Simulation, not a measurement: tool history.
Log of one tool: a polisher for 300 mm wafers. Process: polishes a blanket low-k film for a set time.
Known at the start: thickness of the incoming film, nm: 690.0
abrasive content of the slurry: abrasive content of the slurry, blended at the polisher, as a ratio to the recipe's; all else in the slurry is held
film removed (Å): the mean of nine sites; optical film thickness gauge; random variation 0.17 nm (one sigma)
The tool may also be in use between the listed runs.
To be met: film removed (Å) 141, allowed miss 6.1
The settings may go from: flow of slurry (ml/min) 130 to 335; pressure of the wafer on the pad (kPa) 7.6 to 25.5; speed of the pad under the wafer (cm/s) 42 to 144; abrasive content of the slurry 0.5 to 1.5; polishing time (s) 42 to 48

run	day	flow of slurry (ml/min)	pressure of the wafer on the pad (kPa)	speed of the pad under the wafer (cm/s)	abrasive content of the slurry	polishing time (s)	film removed (Å)
1	0	215	16.5	92	1	48	228
2	0.158	215	14.5	92	1	48	198.21
3	0.2	215	13.1	92	1	48	177.58
4	0.304	215	12.4	92	1	48	167.34
5	0.583	215	11.7	92	1	48	162.96
6	0.617	215	15.2	92	1	48	203.37
7	0.738	215	13.8	92	1	48	188.88
8	0.958	215	13.1	92	1	48	179.55
9	1.029	215	12.4	92	1	48	168.25
10	1.275	215	11.7	92	1	48	160.2
11	1.338	215	11	92	1	48	150.69

5 next moves are on the table. One of them brings every result within its allowed miss. Which?
A	1.4	215	11	98	0.9	42	?
B	1.4	185	11	110	0.6	48	?
C	1.4	210	10.3	92	1	47	?
D	1.4	205	9	106	0.95	47	?
E	1.4	170	13.1	80	0.85	44	?

move	film removed (Å)
A	131.62
B	124.25
C	139.27
D	131.6
E	131.29
A: takes the result that was furthest off past its target
B: takes the result that was furthest off past its target
C: meets every target
D: takes the result that was furthest off past its target
E: takes the result that was furthest off past its target
The right move is C.
